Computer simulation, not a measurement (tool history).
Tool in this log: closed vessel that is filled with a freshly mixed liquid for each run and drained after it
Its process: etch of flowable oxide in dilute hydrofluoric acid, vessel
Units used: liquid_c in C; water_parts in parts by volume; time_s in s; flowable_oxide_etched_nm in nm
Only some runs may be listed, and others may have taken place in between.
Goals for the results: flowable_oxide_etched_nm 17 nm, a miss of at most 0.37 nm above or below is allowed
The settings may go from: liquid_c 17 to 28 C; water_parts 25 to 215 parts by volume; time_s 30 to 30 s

run  hour  liquid_c  water_parts  time_s  flowable_oxide_etched_nm
  1     0        20          120      30                    6.8575
  2     6        20          120      30                    6.8114
  3  10.1      22.5          100      30                    9.1781
  4  11.5        24           85      30                    11.757
  5  19.1        24          110      30                    8.8241
  6  28.1        24           90      30                    11.118
  7  36.3        25           85      30                    12.256
  8  39.5        26           80      30                    13.799

Below are 4 possible settings for the next run. Only one of them brings all results inside the allowed miss of their targets. Which is it?
  A  42.7      26.5           75      30                         ?
  B  42.7      25.5           70      30                         ?
  C  42.7        28           75      30                         ?
  D  42.7      23.5           60      30                         ?

move  flowable_oxide_etched_nm
   A                    14.938
   B                    15.485
   C                    15.844
   D                     16.88
A: closer than the last run, but not yet in spec
B: closer than the last run, but not yet in spec
C: closer than the last run, but not yet in spec
D: each result inside its tolerance
The right move is D.
